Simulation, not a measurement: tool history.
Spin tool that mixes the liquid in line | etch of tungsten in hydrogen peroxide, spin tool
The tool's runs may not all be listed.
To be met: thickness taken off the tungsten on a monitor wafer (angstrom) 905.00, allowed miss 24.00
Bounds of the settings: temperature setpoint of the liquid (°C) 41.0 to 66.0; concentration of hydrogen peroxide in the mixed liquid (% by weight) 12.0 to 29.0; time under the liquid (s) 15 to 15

| run | hour | temperature setpoint of the liquid (°C) | concentration of hydrogen peroxide in the mixed liquid (% by weight) | time under the liquid (s) | thickness taken off the tungsten on a monitor wafer (angstrom) |
|---|---|---|---|---|---|
| 1 | 0.0 | 57.0 | 19.5 | 15 | 642.53 |
| 2 | 5.6 | 58.5 | 19.5 | 15 | 708.35 |
| 3 | 11.2 | 58.5 | 19.5 | 15 | 706.26 |
| 4 | 13.0 | 54.0 | 19.5 | 15 | 542.08 |
| 5 | 14.6 | 56.5 | 19.5 | 15 | 626.84 |
| 6 | 18.8 | 56.5 | 19.5 | 15 | 620.80 |
| 7 | 24.3 | 58.5 | 19.5 | 15 | 699.46 |
| 8 | 31.0 | 60.0 | 19.5 | 15 | 765.82 |
| 9 | 34.6 | 61.0 | 19.5 | 15 | 803.23 |
| 10 | 41.0 | 61.5 | 19.5 | 15 | 832.57 |
| 11 | 44.3 | 62.0 | 19.5 | 15 | 854.14 |

5 next moves are on the table. One of them brings every result within its allowed miss. Which?
| A | 47.6 | 63.5 | 18.0 | 15 | ? |
| B | 47.6 | 61.0 | 17.5 | 15 | ? |
| C | 47.6 | 65.5 | 16.5 | 15 | ? |
| D | 47.6 | 62.0 | 18.5 | 15 | ? |
| E | 47.6 | 62.5 | 18.5 | 15 | ? |

| move | thickness taken off the tungsten on a monitor wafer (angstrom) |
|---|---|
| A | 898.65 |
| B | 768.90 |
| C | 962.33 |
| D | 836.93 |
| E | 861.01 |
A: meets every target
B: further off than the last run
C: takes the result that was furthest off past its target
D: further off than the last run
E: nearer than the last run, and not there yet
Answer: A

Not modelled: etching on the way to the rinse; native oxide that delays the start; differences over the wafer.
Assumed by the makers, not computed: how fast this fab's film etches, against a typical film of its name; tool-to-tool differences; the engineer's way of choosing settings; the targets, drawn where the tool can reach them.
